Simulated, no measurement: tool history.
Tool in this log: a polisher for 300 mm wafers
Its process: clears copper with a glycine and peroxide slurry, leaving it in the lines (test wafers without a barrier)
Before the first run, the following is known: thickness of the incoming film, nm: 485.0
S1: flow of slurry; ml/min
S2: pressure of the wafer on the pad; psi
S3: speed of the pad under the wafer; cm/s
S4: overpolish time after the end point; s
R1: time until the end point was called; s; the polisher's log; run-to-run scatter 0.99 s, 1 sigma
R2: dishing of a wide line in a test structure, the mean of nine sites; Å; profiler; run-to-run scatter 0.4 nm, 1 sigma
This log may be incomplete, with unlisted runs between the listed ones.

run	hour	S1	S2	S3	S4	R1	R2
1	0.0	315	2.9	114	19	82.077	620.27
2	7.3	310	2.8	122	15	80.457	524.05
3	9.1	310	2.8	148	15	68.099	597.65
4	14.1	310	2.8	138	15	71.289	557.16
5	22.3	310	2.7	140	13	73.506	496.23
6	27.3	310	2.7	142	11	72.962	439.12

The next listed run, before its measurement:
7	29.2	310	2.7	142	10	?	?

{"run 7": {"R1": 75.046, "R2": 404.35}}
